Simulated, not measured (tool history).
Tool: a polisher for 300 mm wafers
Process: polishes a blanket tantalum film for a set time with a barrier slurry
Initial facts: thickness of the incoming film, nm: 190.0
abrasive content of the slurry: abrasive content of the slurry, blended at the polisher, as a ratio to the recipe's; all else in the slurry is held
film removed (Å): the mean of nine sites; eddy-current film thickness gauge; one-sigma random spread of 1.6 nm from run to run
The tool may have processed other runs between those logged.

run	hour	flow of slurry (ml/min)	pressure of the wafer on the pad (psi)	speed of the pad under the wafer (m/s)	abrasive content of the slurry	polishing time (s)	film removed (Å)
1	0	320	2.3	0.98	1	44	697.12
2	7.5	320	2.3	0.98	1.1	44	711.89
3	9.7	320	2.7	0.98	1.1	44	833.28
4	12.5	320	2.8	1	1.1	44	887.45
5	14.8	320	2.8	1	1.1	47	936.49
6	22.2	320	2.8	1	1.2	47	960.33
7	31.2	320	2.9	1	1.2	47	994.62

Run 8 has not been measured yet. What should we expect?
8	36.8	320	3.5	1.04	1.2	47	?

film removed (Å): 1241.5
